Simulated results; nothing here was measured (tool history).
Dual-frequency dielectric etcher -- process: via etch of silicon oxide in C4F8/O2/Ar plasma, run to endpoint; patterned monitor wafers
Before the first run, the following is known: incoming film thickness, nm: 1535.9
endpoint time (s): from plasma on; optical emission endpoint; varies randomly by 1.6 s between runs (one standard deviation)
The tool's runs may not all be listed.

Run 1, hour 0: source power (kW) 1.95, bias power (kW) 1.892. Result: endpoint time (s) 353.17.
Run 2, hour 6.2: source power (kW) 2.22, bias power (kW) 1.892. Result: endpoint time (s) 339.26.
Run 3, hour 14.5: source power (kW) 2.22, bias power (kW) 2.006. Result: endpoint time (s) 333.31.
Run 4, hour 15.5: source power (kW) 2.22, bias power (kW) 2.134. Result: endpoint time (s) 327.47.
Run 5, hour 20.2: source power (kW) 2.22, bias power (kW) 2.395. Result: endpoint time (s) 315.05.
Run 6, hour 22.8: source power (kW) 1.98, bias power (kW) 2.224. Result: endpoint time (s) 331.73.
Run 7, hour 24.2: source power (kW) 1.8, bias power (kW) 2.03. Result: endpoint time (s) 352.72.
Run 8, hour 24.9: source power (kW) 1.66, bias power (kW) 1.906. Result: endpoint time (s) 364.87.
Run 9, hour 28: source power (kW) 1.55, bias power (kW) 1.793. Result: endpoint time (s) 378.42.
Run 10, hour 33.8: source power (kW) 1.47, bias power (kW) 1.717. Result: endpoint time (s) 388.96.
Run 11, hour 39.6: source power (kW) 1.4, bias power (kW) 1.669. Result: endpoint time (s) 394.59.
Run 12, hour 41.5: source power (kW) 1.35, bias power (kW) 1.625. Result: endpoint time (s) 404.45.
Run 13, hour 48: source power (kW) 1.31, bias power (kW) 1.61. Result: endpoint time (s) 408.73.
Run 14, hour 50.1: source power (kW) 1.28, bias power (kW) 1.602. Result: endpoint time (s) 411.58.
Run 15, hour 58.5: source power (kW) 1.26, bias power (kW) 1.598. Result: endpoint time (s) 409.6.
Run 16, hour 62.9: source power (kW) 1.26, bias power (kW) 1.598. Result: endpoint time (s) 411.31.

Run 17, settings as shown, results not yet in. Your forecast:
Run 17, hour 71: source power (kW) 1.24, bias power (kW) 1.588. Result: endpoint time (s) ?.

{"run 17": {"endpoint time (s)": 414.26}}

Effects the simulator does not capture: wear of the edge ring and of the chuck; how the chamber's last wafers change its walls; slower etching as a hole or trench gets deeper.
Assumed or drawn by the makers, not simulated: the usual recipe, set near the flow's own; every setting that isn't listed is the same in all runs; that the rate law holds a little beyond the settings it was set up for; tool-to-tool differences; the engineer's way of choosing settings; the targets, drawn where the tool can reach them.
